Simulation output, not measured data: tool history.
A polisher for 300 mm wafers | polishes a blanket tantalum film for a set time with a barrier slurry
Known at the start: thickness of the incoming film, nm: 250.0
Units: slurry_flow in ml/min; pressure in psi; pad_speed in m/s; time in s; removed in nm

run	day	slurry_flow	pressure	pad_speed	slurry_solids	time	removed
1	0.000	290	2.2	1.14	1.0	56	111.810
2	0.250	285	1.8	1.12	1.0	56	90.686
3	0.529	280	1.6	1.12	1.0	56	80.177
4	0.779	270	1.5	1.12	1.0	56	75.596
5	0.871	255	1.4	1.12	1.0	56	70.448
6	0.929	255	1.0	1.12	1.0	56	50.830

Run 7 comes next. What will it give?
7	1.088	255	1.1	1.12	1.0	56	?

Run 7 gave removed 55.604 nm.
